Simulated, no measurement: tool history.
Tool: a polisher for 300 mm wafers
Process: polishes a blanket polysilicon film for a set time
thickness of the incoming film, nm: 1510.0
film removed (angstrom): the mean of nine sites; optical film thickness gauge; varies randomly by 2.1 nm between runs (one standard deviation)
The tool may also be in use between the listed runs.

run,day,flow of slurry (ml/min),pressure of the wafer on the pad (psi),speed of the pad under the wafer (cm/s),polishing time (s),film removed (angstrom)
1,0,265,3.1,126,29,2767.2
2,0.183,265,2.9,126,29,2575.6
3,0.212,265,2.7,126,29,2424.5
4,0.25,265,2.7,126,29,2402.4
5,0.342,265,2.7,150,29,2668
6,0.508,265,3.2,150,29,3147.4
7,0.838,265,2.9,148,29,2873
8,0.908,265,2.7,148,29,2709.2
9,1.188,265,2.5,148,29,2544.8
10,1.292,265,2.3,148,29,2320.7
11,1.546,265,2.2,148,29,2188.7
12,1.829,265,2.2,148,29,2241.9
13,2.058,265,2.1,148,29,2134
14,2.208,265,1.6,146,29,1592.8

Estimate the outcome of run 15 from the log above:
15,2.488,265,1.6,146,29,?

Run 15 came out at film removed (angstrom) 1606.

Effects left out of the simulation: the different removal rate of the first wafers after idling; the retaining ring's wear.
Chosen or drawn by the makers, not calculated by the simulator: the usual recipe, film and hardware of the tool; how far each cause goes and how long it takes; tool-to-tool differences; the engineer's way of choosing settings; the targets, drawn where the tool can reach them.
